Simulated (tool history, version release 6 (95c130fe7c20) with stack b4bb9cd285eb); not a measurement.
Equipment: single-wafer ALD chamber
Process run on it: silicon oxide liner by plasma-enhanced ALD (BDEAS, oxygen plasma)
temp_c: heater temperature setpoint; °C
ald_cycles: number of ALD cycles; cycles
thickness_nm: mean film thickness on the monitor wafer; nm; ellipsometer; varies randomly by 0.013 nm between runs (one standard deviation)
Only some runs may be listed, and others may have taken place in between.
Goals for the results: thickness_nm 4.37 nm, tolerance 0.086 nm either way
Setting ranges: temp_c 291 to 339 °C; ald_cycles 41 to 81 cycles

run  hour  temp_c  ald_cycles  thickness_nm
  1     0     315          61         5.806
  2   1.3     315          68        6.4806
  3     3     316          63        6.0037
  4     8     322          63          5.92
      8.9  -- thermocouple changed; heater temperature recalibrated
  5   8.9     322          69        6.4051
  6  14.4     312          69         6.493
  7  21.7     312          69        6.5334
  8  30.5     313          63          5.94
  9  33.1     313          59         5.546
 10  40.7     313          56        5.2814
 11  41.6     313          54        5.0816
 12  45.3     313          52        4.8722
 13  46.2     313          51        4.7988
 14  53.2     313          50        4.6957
 15  58.7     313          49        4.6199
 16  67.2     313          48        4.5271

Pick the move, out of 4, that brings all results within their allowed miss; only one does.
  A  75.7     331          50             ?
  B  75.7     317          47             ?
  C  75.7     305          48             ?
  D  75.7     315          49             ?

move  thickness_nm
   A        4.5562
   B        4.3753
   C        4.5494
   D        4.5753
A: lands further from the targets than the last run did
B: all results land within tolerance of their targets
C: lands further from the targets than the last run did
D: lands further from the targets than the last run did
B is the move that brings every result within its allowed miss.
